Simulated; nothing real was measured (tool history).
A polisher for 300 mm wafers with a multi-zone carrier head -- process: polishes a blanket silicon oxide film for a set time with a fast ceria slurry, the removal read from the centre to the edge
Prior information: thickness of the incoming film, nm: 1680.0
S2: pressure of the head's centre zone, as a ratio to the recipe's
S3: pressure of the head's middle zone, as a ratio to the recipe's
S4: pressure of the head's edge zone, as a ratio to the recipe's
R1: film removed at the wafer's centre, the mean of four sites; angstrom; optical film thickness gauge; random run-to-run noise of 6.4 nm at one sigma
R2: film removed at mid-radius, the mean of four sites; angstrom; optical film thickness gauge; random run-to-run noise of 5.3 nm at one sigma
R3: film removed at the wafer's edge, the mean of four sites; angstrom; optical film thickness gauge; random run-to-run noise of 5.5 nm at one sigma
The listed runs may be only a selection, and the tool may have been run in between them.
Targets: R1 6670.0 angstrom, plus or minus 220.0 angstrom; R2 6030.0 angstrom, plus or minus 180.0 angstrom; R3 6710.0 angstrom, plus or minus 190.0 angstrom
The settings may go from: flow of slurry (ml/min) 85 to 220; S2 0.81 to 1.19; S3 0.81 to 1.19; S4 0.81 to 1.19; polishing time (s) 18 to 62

Run 1, day 0.000: flow of slurry (ml/min) 140, S2 1.00, S3 1.00, S4 1.00, polishing time (s) 40. Result: R1 4979.4 angstrom, R2 5038.7 angstrom, R3 5006.9 angstrom.
Run 2, day 0.200: flow of slurry (ml/min) 140, S2 1.08, S3 1.00, S4 1.00, polishing time (s) 40. Result: R1 5290.7 angstrom, R2 4999.7 angstrom, R3 4929.7 angstrom.
Run 3, day 0.262: flow of slurry (ml/min) 145, S2 1.08, S3 0.99, S4 1.02, polishing time (s) 41. Result: R1 5544.8 angstrom, R2 5215.6 angstrom, R3 5195.6 angstrom.
Run 4, day 0.371: flow of slurry (ml/min) 145, S2 1.02, S3 0.99, S4 1.02, polishing time (s) 41. Result: R1 5113.8 angstrom, R2 5136.4 angstrom, R3 5196.9 angstrom.
Run 5, day 0.442: flow of slurry (ml/min) 150, S2 1.04, S3 0.98, S4 1.04, polishing time (s) 42. Result: R1 5515.0 angstrom, R2 5273.0 angstrom, R3 5358.7 angstrom.
Run 6, day 0.638: flow of slurry (ml/min) 150, S2 0.96, S3 0.98, S4 1.04, polishing time (s) 42. Result: R1 5102.2 angstrom, R2 5291.2 angstrom, R3 5392.6 angstrom.
Run 7, day 0.971: flow of slurry (ml/min) 155, S2 0.97, S3 0.97, S4 1.06, polishing time (s) 43. Result: R1 5261.1 angstrom, R2 5414.1 angstrom, R3 5518.7 angstrom.
Run 8, day 1.042: flow of slurry (ml/min) 155, S2 0.98, S3 0.96, S4 1.07, polishing time (s) 44. Result: R1 5491.7 angstrom, R2 5436.1 angstrom, R3 5767.1 angstrom.
Run 9, day 1.075: flow of slurry (ml/min) 160, S2 0.99, S3 0.96, S4 1.08, polishing time (s) 44. Result: R1 5503.4 angstrom, R2 5471.1 angstrom, R3 5814.5 angstrom.
Run 10, day 1.296: flow of slurry (ml/min) 165, S2 1.00, S3 0.96, S4 1.09, polishing time (s) 44. Result: R1 5669.3 angstrom, R2 5416.8 angstrom, R3 5878.9 angstrom.
Run 11, day 1.579: flow of slurry (ml/min) 170, S2 1.01, S3 0.97, S4 1.10, polishing time (s) 44. Result: R1 5716.0 angstrom, R2 5546.3 angstrom, R3 5805.0 angstrom.
Run 12, day 1.888: flow of slurry (ml/min) 170, S2 1.01, S3 0.97, S4 1.11, polishing time (s) 45. Result: R1 5883.7 angstrom, R2 5636.1 angstrom, R3 6010.1 angstrom.
Run 13, day 1.971: flow of slurry (ml/min) 175, S2 1.01, S3 0.97, S4 1.12, polishing time (s) 45. Result: R1 5826.7 angstrom, R2 5680.9 angstrom, R3 6057.8 angstrom.
Run 14, day 2.021: flow of slurry (ml/min) 175, S2 1.02, S3 0.97, S4 1.13, polishing time (s) 45. Result: R1 5854.7 angstrom, R2 5723.9 angstrom, R3 6094.1 angstrom.
Run 15, day 2.338: flow of slurry (ml/min) 210, S2 1.08, S3 0.93, S4 1.19, polishing time (s) 46. Result: R1 6660.3 angstrom, R2 5838.9 angstrom, R3 6451.0 angstrom.

Next run, 4 choices. One meets every target within its allowed miss, the rest don't. Which?
Run A, day 2.654: flow of slurry (ml/min) 165, S2 1.13, S3 0.93, S4 1.18, polishing time (s) 46. Result: R1 ?, R2 ?, R3 ?.
Run B, day 2.654: flow of slurry (ml/min) 205, S2 1.06, S3 0.94, S4 1.19, polishing time (s) 48. Result: R1 ?, R2 ?, R3 ?.
Run C, day 2.654: flow of slurry (ml/min) 220, S2 1.15, S3 1.00, S4 1.10, polishing time (s) 44. Result: R1 ?, R2 ?, R3 ?.
Run D, day 2.654: flow of slurry (ml/min) 200, S2 1.15, S3 0.92, S4 1.17, polishing time (s) 45. Result: R1 ?, R2 ?, R3 ?.

move      R1      R2      R3
   A  6592.9  5638.4  6305.1
   B  6692.1  6136.8  6764.4
   C  6731.9  5979.5  6026.7
   D  6783.4  5629.0  6279.3
A: its largest miss is bigger than the last run's
B: meets every target
C: its largest miss is bigger than the last run's
D: its largest miss is bigger than the last run's
Correct choice: B, which meets every target
